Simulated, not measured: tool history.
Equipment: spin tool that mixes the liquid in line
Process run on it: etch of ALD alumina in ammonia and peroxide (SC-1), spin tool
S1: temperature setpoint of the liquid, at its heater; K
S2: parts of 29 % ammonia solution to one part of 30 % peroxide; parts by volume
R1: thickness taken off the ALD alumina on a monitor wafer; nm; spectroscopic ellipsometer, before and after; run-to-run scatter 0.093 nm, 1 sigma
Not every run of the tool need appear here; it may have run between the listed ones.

{"run": 1, "hour": 0.0, "S1": 319.15, "S2": 0.45, "time under the liquid (s)": 315, "R1": 13.464}
{"run": 2, "hour": 0.9, "S1": 319.15, "S2": 0.45, "time under the liquid (s)": 340, "R1": 14.568}
{"run": 3, "hour": 5.1, "S1": 320.65, "S2": 0.45, "time under the liquid (s)": 340, "R1": 15.894}
{"run": 4, "hour": 13.4, "S1": 322.15, "S2": 0.45, "time under the liquid (s)": 340, "R1": 17.218}
{"run": 5, "hour": 14.5, "S1": 322.15, "S2": 0.45, "time under the liquid (s)": 340, "R1": 17.179}
{"run": 6, "hour": 19.5, "S1": 322.15, "S2": 0.45, "time under the liquid (s)": 315, "R1": 16.001}
{"run": 7, "hour": 28.0, "S1": 323.15, "S2": 0.45, "time under the liquid (s)": 315, "R1": 16.818}

Run 8 comes next. What will it give?
{"run": 8, "hour": 30.2, "S1": 324.15, "S2": 0.45, "time under the liquid (s)": 315, "R1": "?"}

{"run 8": {"R1": 17.846}}
